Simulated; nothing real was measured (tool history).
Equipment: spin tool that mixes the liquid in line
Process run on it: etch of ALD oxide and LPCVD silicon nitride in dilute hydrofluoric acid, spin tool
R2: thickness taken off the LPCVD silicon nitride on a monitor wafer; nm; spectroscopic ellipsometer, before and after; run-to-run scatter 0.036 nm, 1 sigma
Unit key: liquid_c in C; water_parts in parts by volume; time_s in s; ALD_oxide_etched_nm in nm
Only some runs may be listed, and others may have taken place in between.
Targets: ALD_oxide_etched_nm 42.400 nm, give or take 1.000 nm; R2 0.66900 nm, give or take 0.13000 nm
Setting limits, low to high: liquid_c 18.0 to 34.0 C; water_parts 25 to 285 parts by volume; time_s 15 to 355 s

{"run": 1, "hour": 0.0, "liquid_c": 26.0, "water_parts": 155, "time_s": 180, "ALD_oxide_etched_nm": 36.959, "R2": 0.75629}
{"run": 2, "hour": 6.1, "liquid_c": 22.5, "water_parts": 155, "time_s": 180, "ALD_oxide_etched_nm": 32.49, "R2": 0.59981}
{"run": 3, "hour": 11.1, "liquid_c": 22.5, "water_parts": 120, "time_s": 180, "ALD_oxide_etched_nm": 43.815, "R2": 0.80441}
{"run": 4, "hour": 18.7, "liquid_c": 22.5, "water_parts": 170, "time_s": 180, "ALD_oxide_etched_nm": 29.219, "R2": 0.53835}
{"run": 5, "hour": 23.4, "liquid_c": 22.5, "water_parts": 170, "time_s": 150, "ALD_oxide_etched_nm": 24.328, "R2": 0.43817}
{"run": 6, "hour": 31.4, "liquid_c": 19.0, "water_parts": 170, "time_s": 150, "ALD_oxide_etched_nm": 21.366, "R2": 0.38321}
{"run": 7, "hour": 32.0, "liquid_c": 21.5, "water_parts": 165, "time_s": 150, "ALD_oxide_etched_nm": 24.544, "R2": 0.43286}
{"run": 8, "hour": 35.2, "liquid_c": 25.5, "water_parts": 150, "time_s": 145, "ALD_oxide_etched_nm": 30.448, "R2": 0.62062}
{"run": 9, "hour": 42.3, "liquid_c": 26.5, "water_parts": 100, "time_s": 140, "ALD_oxide_etched_nm": 49.347, "R2": 0.9268}
{"run": 10, "hour": 50.3, "liquid_c": 25.5, "water_parts": 100, "time_s": 140, "ALD_oxide_etched_nm": 47.374, "R2": 0.90653}
{"run": 11, "hour": 58.7, "liquid_c": 24.5, "water_parts": 100, "time_s": 140, "ALD_oxide_etched_nm": 45.423, "R2": 0.72757}
{"run": 12, "hour": 62.9, "liquid_c": 24.0, "water_parts": 100, "time_s": 140, "ALD_oxide_etched_nm": 44.425, "R2": 0.79118}
{"run": 13, "hour": 71.2, "liquid_c": 23.5, "water_parts": 100, "time_s": 140, "ALD_oxide_etched_nm": 43.788, "R2": 0.75411}

4 candidate next runs follow, results not yet known. Just one meets every target within its allowed miss. Identify it.
{"run": "A", "hour": 79.5, "liquid_c": 32.0, "water_parts": 175, "time_s": 190, "ALD_oxide_etched_nm": "?", "R2": "?"}
{"run": "B", "hour": 79.5, "liquid_c": 21.0, "water_parts": 90, "time_s": 135, "ALD_oxide_etched_nm": "?", "R2": "?"}
{"run": "C", "hour": 79.5, "liquid_c": 34.0, "water_parts": 260, "time_s": 315, "ALD_oxide_etched_nm": "?", "R2": "?"}
{"run": "D", "hour": 79.5, "liquid_c": 31.5, "water_parts": 250, "time_s": 330, "ALD_oxide_etched_nm": "?", "R2": "?"}

move=A ALD_oxide_etched_nm=42.219 R2=0.98249
move=B ALD_oxide_etched_nm=42.792 R2=0.67300
move=C ALD_oxide_etched_nm=45.137 R2=1.21210
move=D ALD_oxide_etched_nm=45.940 R2=1.14730
A: meets the target for the result that was furthest off, but another lies outside its allowed miss
B: each result inside its tolerance
C: its largest miss is bigger than the last run's
D: its largest miss is bigger than the last run's
B meets every target.
